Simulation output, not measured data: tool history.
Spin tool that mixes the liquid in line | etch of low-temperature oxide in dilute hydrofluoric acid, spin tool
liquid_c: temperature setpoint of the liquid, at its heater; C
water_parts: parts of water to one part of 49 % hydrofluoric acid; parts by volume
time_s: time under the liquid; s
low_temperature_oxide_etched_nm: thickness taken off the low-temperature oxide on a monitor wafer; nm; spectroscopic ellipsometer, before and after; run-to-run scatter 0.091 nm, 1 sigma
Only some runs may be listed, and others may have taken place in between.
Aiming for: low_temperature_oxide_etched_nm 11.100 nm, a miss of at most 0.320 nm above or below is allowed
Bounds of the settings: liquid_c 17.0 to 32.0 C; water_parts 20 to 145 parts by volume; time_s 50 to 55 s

run  hour  liquid_c  water_parts  time_s  low_temperature_oxide_etched_nm
  1   0.0      24.0           80      50                           16.595
  2   2.1      22.0           85      50                           14.183
  3   7.8      22.0           85      50                           14.239
  4  15.6      20.5           85      50                           13.389
  5  19.8      20.5           85      55                           14.799
  6  22.1      20.5           85      50                           13.630
  7  29.5      19.5           85      50                           12.915
  8  36.1      19.0           85      50                           12.808

Exercise: of the 4 proposed moves below, exactly one satisfies all targets within the stated allowed misses. Which move is it?
  A  42.7      19.0           80      50                                ?
  B  42.7      20.0          100      50                                ?
  C  42.7      17.5           70      55                                ?
  D  42.7      21.0           85      50                                ?

move  low_temperature_oxide_etched_nm
   A                           13.595
   B                           11.086
   C                           16.217
   D                           13.824
A: its largest miss is bigger than the last run's
B: in spec on every target
C: its largest miss is bigger than the last run's
D: its largest miss is bigger than the last run's
The move that meets every target is B.
